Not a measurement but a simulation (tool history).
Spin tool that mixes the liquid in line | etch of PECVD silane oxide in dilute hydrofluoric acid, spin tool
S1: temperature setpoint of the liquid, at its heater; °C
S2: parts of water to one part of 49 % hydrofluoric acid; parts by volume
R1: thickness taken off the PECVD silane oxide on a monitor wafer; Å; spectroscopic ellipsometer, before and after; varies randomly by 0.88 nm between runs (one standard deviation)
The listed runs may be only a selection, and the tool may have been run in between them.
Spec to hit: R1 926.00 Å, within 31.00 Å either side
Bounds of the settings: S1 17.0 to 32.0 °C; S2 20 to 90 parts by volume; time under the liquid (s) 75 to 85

run 1 hour=0.0 | S1=24.0 S2=50 time_under_the_liquid_(s)=75 | R1=515.36
run 2 hour=7.7 | S1=24.0 S2=40 time_under_the_liquid_(s)=75 | R1=655.82
run 3 hour=14.6 | S1=24.0 S2=40 time_under_the_liquid_(s)=75 | R1=660.91
run 4 hour=15.4 | S1=24.0 S2=45 time_under_the_liquid_(s)=75 | R1=576.84
run 5 hour=23.3 | S1=21.5 S2=45 time_under_the_liquid_(s)=75 | R1=531.78
run 6 hour=27.2 | S1=24.0 S2=40 time_under_the_liquid_(s)=75 | R1=656.46
run 7 hour=29.7 | S1=26.0 S2=40 time_under_the_liquid_(s)=75 | R1=716.90
run 8 hour=33.4 | S1=27.5 S2=40 time_under_the_liquid_(s)=75 | R1=776.45
run 9 hour=37.7 | S1=31.5 S2=40 time_under_the_liquid_(s)=75 | R1=887.86

Which of these 5 next moves meets every target?
run A hour=42.0 | S1=29.0 S2=35 time_under_the_liquid_(s)=75 | R1=?
run B hour=42.0 | S1=31.5 S2=45 time_under_the_liquid_(s)=80 | R1=?
run C hour=42.0 | S1=31.0 S2=45 time_under_the_liquid_(s)=80 | R1=?
run D hour=42.0 | S1=32.0 S2=45 time_under_the_liquid_(s)=80 | R1=?
run E hour=42.0 | S1=30.0 S2=40 time_under_the_liquid_(s)=75 | R1=?

move=A R1=921.26
move=B R1=830.59
move=C R1=814.53
move=D R1=846.90
move=E R1=832.44
A: meets every target
B: further off than the last run
C: further off than the last run
D: further off than the last run
E: further off than the last run
Answer: A

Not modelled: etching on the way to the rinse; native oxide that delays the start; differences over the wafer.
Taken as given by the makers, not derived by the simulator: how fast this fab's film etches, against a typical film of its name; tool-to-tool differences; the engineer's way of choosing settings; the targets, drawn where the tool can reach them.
